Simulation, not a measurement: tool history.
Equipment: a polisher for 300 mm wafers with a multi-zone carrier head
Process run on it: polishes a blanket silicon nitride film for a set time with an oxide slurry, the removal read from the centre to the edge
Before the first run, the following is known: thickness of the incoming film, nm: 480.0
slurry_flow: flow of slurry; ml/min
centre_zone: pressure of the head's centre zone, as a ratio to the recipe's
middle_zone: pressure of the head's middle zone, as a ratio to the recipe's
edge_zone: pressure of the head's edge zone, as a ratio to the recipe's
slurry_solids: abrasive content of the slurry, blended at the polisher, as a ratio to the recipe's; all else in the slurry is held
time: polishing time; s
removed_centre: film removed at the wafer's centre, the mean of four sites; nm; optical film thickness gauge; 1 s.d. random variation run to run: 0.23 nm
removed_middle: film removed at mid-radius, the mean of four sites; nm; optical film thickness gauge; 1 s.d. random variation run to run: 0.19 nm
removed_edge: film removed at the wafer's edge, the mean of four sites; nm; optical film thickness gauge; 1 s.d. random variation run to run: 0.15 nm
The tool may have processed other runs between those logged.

| run | day | slurry_flow | centre_zone | middle_zone | edge_zone | slurry_solids | time | removed_centre | removed_middle | removed_edge |
|---|---|---|---|---|---|---|---|---|---|---|
| 1 | 0 | 315 | 1 | 1 | 1 | 1 | 41 | 20.538 | 20.959 | 21.133 |
| 2 | 0.371 | 310 | 0.99 | 0.97 | 0.99 | 1 | 41 | 20.424 | 20.206 | 20.99 |
| 3 | 0.479 | 280 | 0.99 | 0.97 | 0.99 | 1 | 41 | 20.125 | 20.408 | 20.776 |
| 4 | 0.654 | 280 | 0.98 | 0.95 | 0.98 | 1 | 41 | 20.091 | 19.547 | 20.529 |
| 5 | 0.95 | 275 | 0.96 | 0.94 | 0.97 | 1 | 41 | 19.324 | 19.291 | 20.734 |
| 6 | 1.046 | 275 | 0.96 | 0.93 | 0.96 | 1 | 41 | 19.953 | 19.167 | 20.269 |
| 7 | 1.179 | 270 | 0.95 | 0.92 | 0.96 | 1 | 41 | 19.56 | 18.963 | 20.581 |

Forecast run 8:
| 8 | 1.475 | 265 | 0.94 | 0.91 | 0.95 | 1 | 41 | ? | ? | ? |

For run 8 the tool returned removed_centre 18.883 nm, removed_middle 19.014 nm, removed_edge 20.217 nm.
